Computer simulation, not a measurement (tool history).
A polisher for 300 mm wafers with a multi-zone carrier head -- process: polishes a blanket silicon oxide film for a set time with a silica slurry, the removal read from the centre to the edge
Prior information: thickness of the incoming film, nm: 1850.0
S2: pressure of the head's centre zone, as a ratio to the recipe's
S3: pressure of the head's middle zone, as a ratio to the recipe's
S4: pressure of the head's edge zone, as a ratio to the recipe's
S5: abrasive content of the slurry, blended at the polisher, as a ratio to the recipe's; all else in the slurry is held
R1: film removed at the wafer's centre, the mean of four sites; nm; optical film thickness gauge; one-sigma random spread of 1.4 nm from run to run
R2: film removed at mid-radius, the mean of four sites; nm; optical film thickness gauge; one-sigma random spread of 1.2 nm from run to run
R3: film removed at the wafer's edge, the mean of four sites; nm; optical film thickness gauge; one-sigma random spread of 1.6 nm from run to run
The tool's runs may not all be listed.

run 1 hour=0.0 | flow_of_slurry_(ml/min)=280 S2=1.00 S3=1.00 S4=1.00 S5=1.00 polishing_time_(s)=34 | R1=91.129 R2=91.751 R3=94.775
run 2 hour=7.2 | flow_of_slurry_(ml/min)=280 S2=1.01 S3=1.01 S4=1.02 S5=1.05 polishing_time_(s)=34 | R1=95.893 R2=96.723 R3=99.671
run 3 hour=12.5 | flow_of_slurry_(ml/min)=280 S2=1.02 S3=1.02 S4=1.04 S5=1.10 polishing_time_(s)=34 | R1=98.832 R2=99.407 R3=101.150
run 4 hour=13.9 | flow_of_slurry_(ml/min)=280 S2=1.02 S3=1.02 S4=1.05 S5=1.15 polishing_time_(s)=35 | R1=102.840 R2=102.420 R3=105.920
run 5 hour=14.7 | flow_of_slurry_(ml/min)=280 S2=1.02 S3=1.02 S4=1.06 S5=1.20 polishing_time_(s)=36 | R1=109.770 R2=108.720 R3=115.890
run 6 hour=21.4 | flow_of_slurry_(ml/min)=280 S2=1.02 S3=1.10 S4=1.06 S5=1.20 polishing_time_(s)=36 | R1=111.090 R2=116.630 R3=114.710

Run 7 comes next. What will it give?
run 7 hour=23.0 | flow_of_slurry_(ml/min)=280 S2=1.03 S3=1.10 S4=1.07 S5=1.25 polishing_time_(s)=36 | R1=? R2=? R3=?

{"run 7": {"R1": 112.87, "R2": 119.35, "R3": 116.15}}
